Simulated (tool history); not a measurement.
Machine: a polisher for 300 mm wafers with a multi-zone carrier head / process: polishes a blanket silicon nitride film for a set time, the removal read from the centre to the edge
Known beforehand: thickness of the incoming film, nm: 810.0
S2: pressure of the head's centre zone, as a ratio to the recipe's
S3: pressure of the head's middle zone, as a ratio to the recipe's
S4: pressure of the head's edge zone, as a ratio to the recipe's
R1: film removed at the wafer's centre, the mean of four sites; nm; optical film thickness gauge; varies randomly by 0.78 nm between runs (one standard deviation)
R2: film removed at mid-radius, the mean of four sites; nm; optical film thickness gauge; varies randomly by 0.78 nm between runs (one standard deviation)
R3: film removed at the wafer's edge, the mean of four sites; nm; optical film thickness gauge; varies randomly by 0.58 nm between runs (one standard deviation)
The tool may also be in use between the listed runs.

Run 1, hour 0.0: flow of slurry (ml/min) 215, S2 1.00, S3 1.00, S4 1.00, polishing time (s) 69. Result: R1 133.000 nm, R2 134.550 nm, R3 138.320 nm.
Run 2, hour 2.8: flow of slurry (ml/min) 210, S2 1.01, S3 0.97, S4 0.97, polishing time (s) 63. Result: R1 121.890 nm, R2 119.850 nm, R3 121.880 nm.
Run 3, hour 11.7: flow of slurry (ml/min) 200, S2 1.01, S3 0.93, S4 0.96, polishing time (s) 59. Result: R1 111.340 nm, R2 110.720 nm, R3 113.570 nm.
Run 4, hour 20.5: flow of slurry (ml/min) 205, S2 1.03, S3 0.90, S4 0.96, polishing time (s) 55. Result: R1 109.180 nm, R2 96.811 nm, R3 106.230 nm.
Run 5, hour 22.7: flow of slurry (ml/min) 150, S2 1.03, S3 0.90, S4 0.96, polishing time (s) 55. Result: R1 101.530 nm, R2 93.439 nm, R3 101.950 nm.
Run 6, hour 26.3: flow of slurry (ml/min) 150, S2 1.04, S3 0.88, S4 0.93, polishing time (s) 54. Result: R1 100.860 nm, R2 88.732 nm, R3 98.185 nm.
Run 7, hour 33.4: flow of slurry (ml/min) 150, S2 1.04, S3 0.88, S4 0.91, polishing time (s) 53. Result: R1 99.466 nm, R2 87.631 nm, R3 95.687 nm.

Predict the results of run 8:
Run 8, hour 36.6: flow of slurry (ml/min) 145, S2 1.04, S3 0.87, S4 0.89, polishing time (s) 52. Result: R1 ?, R2 ?, R3 ?.

Run 8 yielded R1 96.792 nm, R2 83.819 nm, R3 92.956 nm.
